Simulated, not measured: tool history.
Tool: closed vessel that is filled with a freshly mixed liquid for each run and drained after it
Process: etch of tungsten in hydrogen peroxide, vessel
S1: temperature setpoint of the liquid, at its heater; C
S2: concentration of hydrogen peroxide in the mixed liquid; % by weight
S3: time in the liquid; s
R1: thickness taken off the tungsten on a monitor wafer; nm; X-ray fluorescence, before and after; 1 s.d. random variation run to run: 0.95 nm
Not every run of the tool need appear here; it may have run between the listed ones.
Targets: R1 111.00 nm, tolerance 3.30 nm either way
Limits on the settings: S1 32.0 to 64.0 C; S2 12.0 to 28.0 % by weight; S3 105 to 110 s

{"run": 1, "hour": 0.0, "S1": 48.0, "S2": 19.0, "S3": 105, "R1": 214.13}
{"run": 2, "hour": 1.1, "S1": 44.5, "S2": 19.0, "S3": 105, "R1": 169.98}
{"run": 3, "hour": 7.2, "S1": 42.5, "S2": 19.0, "S3": 105, "R1": 148.39}
{"run": 4, "hour": 11.2, "S1": 41.0, "S2": 19.0, "S3": 105, "R1": 137.21}
{"run": 5, "hour": 14.4, "S1": 40.0, "S2": 19.0, "S3": 105, "R1": 126.05}
{"run": 6, "hour": 15.6, "S1": 46.5, "S2": 19.0, "S3": 105, "R1": 193.2}
{"run": 7, "hour": 21.4, "S1": 43.5, "S2": 19.0, "S3": 105, "R1": 158.85}
{"run": 8, "hour": 26.4, "S1": 41.5, "S2": 19.0, "S3": 105, "R1": 139.19}
{"run": 9, "hour": 34.1, "S1": 40.5, "S2": 19.0, "S3": 105, "R1": 133.32}
{"run": 10, "hour": 36.9, "S1": 39.5, "S2": 19.0, "S3": 105, "R1": 122.93}
{"run": 11, "hour": 38.8, "S1": 39.0, "S2": 19.0, "S3": 105, "R1": 119.35}

Next run, 5 choices. One meets every target within its allowed miss, the rest don't. Which?
{"run": "A", "hour": 40.7, "S1": 41.0, "S2": 18.0, "S3": 110, "R1": "?"}
{"run": "B", "hour": 40.7, "S1": 40.5, "S2": 17.5, "S3": 105, "R1": "?"}
{"run": "C", "hour": 40.7, "S1": 39.0, "S2": 21.5, "S3": 105, "R1": "?"}
{"run": "D", "hour": 40.7, "S1": 39.0, "S2": 15.0, "S3": 110, "R1": "?"}
{"run": "E", "hour": 40.7, "S1": 40.0, "S2": 19.0, "S3": 110, "R1": "?"}

move=A R1=136.89
move=B R1=124.74
move=C R1=125.38
move=D R1=109.71
move=E R1=131.81
A: the biggest miss grows against the last run
B: the biggest miss grows against the last run
C: the biggest miss grows against the last run
D: every result within its allowed miss
E: the biggest miss grows against the last run
Correct choice: D, which meets every target

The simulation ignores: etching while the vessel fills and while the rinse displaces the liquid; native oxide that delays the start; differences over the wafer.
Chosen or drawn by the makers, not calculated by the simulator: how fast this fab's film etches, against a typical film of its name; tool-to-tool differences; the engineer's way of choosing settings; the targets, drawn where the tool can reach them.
